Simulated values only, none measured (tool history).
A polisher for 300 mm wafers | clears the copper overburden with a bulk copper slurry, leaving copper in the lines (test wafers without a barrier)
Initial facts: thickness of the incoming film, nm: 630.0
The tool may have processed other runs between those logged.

run  hour  flow of slurry (ml/min)  pressure of the wafer on the pad (psi)  speed of the pad under the wafer (m/s)  abrasive content of the slurry  overpolish time after the end point (s)  time until the end point was called (s)  dishing of a wide line in a test structure (angstrom)
  1   0.0                      195                                     3.4                                    0.98                             1.0                                       14                                   55.671                                                 848.18
  2   6.0                      230                                     3.4                                    0.98                             1.0                                       14                                   52.971                                                 864.89
  3  10.0                      260                                     3.4                                    0.98                             1.0                                       14                                   54.633                                                 844.94
  4  16.8                      260                                     3.4                                    1.16                             1.0                                       14                                   46.849                                                 914.42
  5  24.7                      260                                     3.8                                    1.16                             1.0                                       14                                   43.061                                                1036.70
  6  26.9                      260                                     3.8                                    1.28                             1.0                                       14                                   38.856                                                1078.30
  7  27.4                      260                                     3.9                                    1.26                             1.0                                       15                                   36.999                                                1114.60

What will run 8 give?
     33.9  -- slurry blender recalibrated
  8  33.9                      260                                     3.9                                    1.22                             1.0                                       18                                        ?                                                      ?

Logged for run 8: time until the end point was called (s) 37.255, dishing of a wide line in a test structure (angstrom) 1236.80.

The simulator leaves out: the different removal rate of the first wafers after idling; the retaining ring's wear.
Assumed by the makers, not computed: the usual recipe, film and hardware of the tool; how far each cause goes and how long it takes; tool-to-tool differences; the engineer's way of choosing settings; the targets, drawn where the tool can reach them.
